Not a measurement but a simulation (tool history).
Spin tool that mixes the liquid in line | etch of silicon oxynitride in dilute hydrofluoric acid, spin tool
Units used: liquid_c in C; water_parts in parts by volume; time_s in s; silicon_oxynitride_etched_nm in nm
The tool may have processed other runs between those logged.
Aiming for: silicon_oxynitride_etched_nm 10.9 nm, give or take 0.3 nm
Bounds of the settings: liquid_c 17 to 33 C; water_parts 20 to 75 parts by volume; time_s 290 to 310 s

{"run": 1, "hour": 0.0, "liquid_c": 25, "water_parts": 45, "time_s": 290, "silicon_oxynitride_etched_nm": 15.883}
{"run": 2, "hour": 1.6, "liquid_c": 25, "water_parts": 45, "time_s": 310, "silicon_oxynitride_etched_nm": 16.897}
{"run": 3, "hour": 9.1, "liquid_c": 24, "water_parts": 45, "time_s": 310, "silicon_oxynitride_etched_nm": 16.165}
{"run": 4, "hour": 15.6, "liquid_c": 24, "water_parts": 40, "time_s": 310, "silicon_oxynitride_etched_nm": 18.367}
{"run": 5, "hour": 22.0, "liquid_c": 23, "water_parts": 40, "time_s": 310, "silicon_oxynitride_etched_nm": 17.505}
{"run": 6, "hour": 27.3, "liquid_c": 23, "water_parts": 55, "time_s": 310, "silicon_oxynitride_etched_nm": 12.63}
{"run": 7, "hour": 29.3, "liquid_c": 22.5, "water_parts": 55, "time_s": 310, "silicon_oxynitride_etched_nm": 12.173}
{"run": 8, "hour": 32.4, "liquid_c": 22, "water_parts": 55, "time_s": 310, "silicon_oxynitride_etched_nm": 12.005}
{"run": 9, "hour": 38.7, "liquid_c": 19.5, "water_parts": 55, "time_s": 310, "silicon_oxynitride_etched_nm": 10.572}

4 candidate next runs follow, results not yet known. Just one meets every target within its allowed miss. Identify it.
{"run": "A", "hour": 45.0, "liquid_c": 17, "water_parts": 50, "time_s": 310, "silicon_oxynitride_etched_nm": "?"}
{"run": "B", "hour": 45.0, "liquid_c": 20, "water_parts": 55, "time_s": 290, "silicon_oxynitride_etched_nm": "?"}
{"run": "C", "hour": 45.0, "liquid_c": 19.5, "water_parts": 50, "time_s": 290, "silicon_oxynitride_etched_nm": "?"}
{"run": "D", "hour": 45.0, "liquid_c": 19.5, "water_parts": 50, "time_s": 310, "silicon_oxynitride_etched_nm": "?"}

move=A silicon_oxynitride_etched_nm=10.208
move=B silicon_oxynitride_etched_nm=10.049
move=C silicon_oxynitride_etched_nm=10.825
move=D silicon_oxynitride_etched_nm=11.571
A: further off than the last run
B: further off than the last run
C: all results land within tolerance of their targets
D: the result that was furthest off in the last run now lies on the other side of its target
C meets every target.

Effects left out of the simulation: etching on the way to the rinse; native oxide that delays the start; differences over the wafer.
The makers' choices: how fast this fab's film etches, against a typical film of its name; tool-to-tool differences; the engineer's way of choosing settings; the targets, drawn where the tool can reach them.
